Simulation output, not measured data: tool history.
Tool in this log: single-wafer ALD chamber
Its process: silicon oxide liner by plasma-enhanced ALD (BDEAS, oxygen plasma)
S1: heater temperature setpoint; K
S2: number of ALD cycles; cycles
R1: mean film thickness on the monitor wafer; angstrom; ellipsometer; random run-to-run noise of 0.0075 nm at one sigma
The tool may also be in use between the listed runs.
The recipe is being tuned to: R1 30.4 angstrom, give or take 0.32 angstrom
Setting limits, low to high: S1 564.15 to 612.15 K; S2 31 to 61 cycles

| run | hour | S1 | S2 | R1 |
|---|---|---|---|---|
| 1 | 0 | 588.15 | 46 | 40.839 |
| 2 | 0.6 | 591.15 | 42 | 37.049 |
| 3 | 9.6 | 593.15 | 39 | 34.294 |
| 4 | 12 | 593.15 | 44 | 38.604 |
|  | 19.8 | thermocouple changed; heater temperature recalibrated |
| 5 | 19.8 | 585.15 | 44 | 38.872 |
| 6 | 27 | 585.15 | 40 | 35.51 |
| 7 | 35.4 | 597.15 | 33 | 28.81 |
| 8 | 43.3 | 592.15 | 33 | 28.993 |
| 9 | 46.7 | 589.15 | 33 | 29.122 |
| 10 | 51.4 | 587.15 | 33 | 29.135 |

Exactly one of the 5 candidate moves below puts every result within its allowed miss. Which one?
| A | 56.1 | 588.15 | 31 | ? |
| B | 56.1 | 583.15 | 33 | ? |
| C | 56.1 | 589.15 | 35 | ? |
| D | 56.1 | 587.15 | 35 | ? |
| E | 56.1 | 569.15 | 33 | ? |

| move | R1 |
|---|---|
| A | 27.429 |
| B | 29.437 |
| C | 30.918 |
| D | 31.019 |
| E | 30.55 |
A: the biggest miss grows against the last run
B: moves toward the targets from the last run without getting all of them in spec
C: pushes the last run's worst result past its target
D: pushes the last run's worst result past its target
E: every result within its allowed miss
So the answer is move E, the one that meets all the targets.
